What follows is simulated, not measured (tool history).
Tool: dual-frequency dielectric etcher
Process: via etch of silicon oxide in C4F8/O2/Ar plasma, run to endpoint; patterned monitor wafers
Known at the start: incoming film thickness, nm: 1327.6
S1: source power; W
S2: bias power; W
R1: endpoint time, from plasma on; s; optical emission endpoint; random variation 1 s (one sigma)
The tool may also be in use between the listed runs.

{"run": 1, "day": 0.0, "S1": 1960, "S2": 1827, "R1": 269.67}
{"run": 2, "day": 0.071, "S1": 1750, "S2": 1827, "R1": 283.87}
{"run": 3, "day": 0.379, "S1": 2060, "S2": 1827, "R1": 265.24}
{"run": 4, "day": 0.721, "S1": 1890, "S2": 1827, "R1": 274.86}
{"run": 5, "day": 0.925, "S1": 1960, "S2": 1835, "R1": 270.33}
{"run": 6, "day": 1.004, "S1": 2020, "S2": 1842, "R1": 264.88}
{"run": 7, "day": 1.033, "S1": 2060, "S2": 1846, "R1": 264.77}
{"run": 8, "day": 1.212, "S1": 2110, "S2": 1852, "R1": 261.19}
{"run": 9, "day": 1.362, "S1": 2150, "S2": 1856, "R1": 258.68}
{"run": 10, "day": 1.5, "S1": 2180, "S2": 1860, "R1": 257.51}
{"run": 11, "day": 1.567, "S1": 2210, "S2": 1864, "R1": 254.82}
{"run": 12, "day": 1.838, "S1": 2230, "S2": 1866, "R1": 254.39}
{"run": 13, "day": 1.933, "S1": 2250, "S2": 1868, "R1": 254.09}
{"run": 14, "day": 2.058, "S1": 2270, "S2": 1871, "R1": 253.47}
{"run": 15, "day": 2.333, "S1": 2290, "S2": 1874, "R1": 251.62}

The next listed run, before its measurement:
{"run": 16, "day": 2.5, "S1": 2300, "S2": 1876, "R1": "?"}

R1: 248.63 s
